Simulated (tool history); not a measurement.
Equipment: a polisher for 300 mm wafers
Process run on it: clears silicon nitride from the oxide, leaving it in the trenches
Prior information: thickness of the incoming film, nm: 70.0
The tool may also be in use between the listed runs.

run  hour  flow of slurry (ml/min)  pressure of the wafer on the pad (kPa)  speed of the pad under the wafer (m/s)  overpolish time after the end point (s)  time until the end point was called (s)
  1   0.0                      260                                    15.9                                    0.94                                       23                                  117.530
  2   2.3                      260                                    18.6                                    0.96                                       23                                   95.600
  3  10.8                      310                                    18.6                                    0.96                                       23                                   96.792
  4  14.8                      310                                    20.7                                    0.98                                       23                                   85.927
  5  21.9                      310                                    22.1                                    0.98                                       23                                   78.813
  6  27.7                      310                                    22.8                                    1.00                                       23                                   78.184
  7  31.9                      310                                    23.4                                    1.06                                       23                                   68.754

What will run 8 give?
  8  34.7                      310                                    24.1                                    1.08                                       23                                        ?

time until the end point was called (s): 65.723
